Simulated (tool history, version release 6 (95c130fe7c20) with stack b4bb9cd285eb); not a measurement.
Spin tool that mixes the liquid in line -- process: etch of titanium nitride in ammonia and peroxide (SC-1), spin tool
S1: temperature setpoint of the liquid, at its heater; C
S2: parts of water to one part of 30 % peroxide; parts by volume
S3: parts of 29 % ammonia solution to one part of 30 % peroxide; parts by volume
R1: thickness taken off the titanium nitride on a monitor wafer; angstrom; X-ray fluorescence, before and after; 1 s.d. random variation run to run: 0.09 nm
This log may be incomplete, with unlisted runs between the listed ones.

run 1 hour=0.0 | S1=50.0 S2=6 S3=0.70 time_under_the_liquid_(s)=155 | R1=124.300
run 2 hour=7.9 | S1=44.5 S2=6 S3=0.70 time_under_the_liquid_(s)=155 | R1=84.064
run 3 hour=13.6 | S1=47.5 S2=6 S3=0.70 time_under_the_liquid_(s)=155 | R1=104.480
run 4 hour=16.8 | S1=49.5 S2=6 S3=0.70 time_under_the_liquid_(s)=155 | R1=118.910
run 5 hour=21.5 | S1=49.5 S2=6 S3=0.95 time_under_the_liquid_(s)=155 | R1=124.260
run 6 hour=22.7 | S1=51.0 S2=6 S3=0.95 time_under_the_liquid_(s)=155 | R1=138.160

Run 7 is up next; what results do you expect?
run 7 hour=30.3 | S1=52.0 S2=6 S3=0.95 time_under_the_liquid_(s)=155 | R1=?

{"run 7": {"R1": 147.35}}
